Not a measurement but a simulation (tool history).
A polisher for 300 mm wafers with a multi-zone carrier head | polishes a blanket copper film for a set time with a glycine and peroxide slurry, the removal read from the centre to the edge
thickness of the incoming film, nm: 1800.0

| run | hour | flow of slurry (ml/min) | pressure of the head's centre zone | pressure of the head's middle zone | pressure of the head's edge zone | polishing time (s) | film removed at the wafer's centre (nm) | film removed at mid-radius (nm) | film removed at the wafer's edge (nm) |
|---|---|---|---|---|---|---|---|---|---|
| 1 | 0 | 185 | 1 | 1 | 1 | 61 | 452.06 | 469.09 | 456.86 |
| 2 | 8.9 | 185 | 1 | 1 | 1 | 70 | 504.55 | 532.25 | 533.96 |
| 3 | 11.5 | 185 | 1 | 1 | 1.07 | 70 | 512.49 | 544.07 | 545.93 |
| 4 | 17.4 | 195 | 1.03 | 1.02 | 1.08 | 71 | 543.86 | 545.25 | 565.02 |
| 5 | 23.5 | 155 | 1.03 | 1.02 | 1.08 | 71 | 511.16 | 521.51 | 545.67 |
| 6 | 30.3 | 125 | 1.03 | 1.02 | 1.08 | 71 | 462.99 | 476.31 | 515.71 |
| 7 | 31.5 | 150 | 1.04 | 1.03 | 1.07 | 71 | 512.92 | 530.22 | 528.53 |
|  | 32.6 | slurry nozzle cleaned |
| 8 | 32.6 | 170 | 1.04 | 1.03 | 1.08 | 71 | 579.77 | 591.62 | 575.69 |

Forecast run 9:
| 9 | 37.5 | 170 | 1.04 | 1.03 | 1.08 | 71 | ? | ? | ? |

film removed at the wafer's centre (nm): 569.07
film removed at mid-radius (nm): 588.79
film removed at the wafer's edge (nm): 585.63
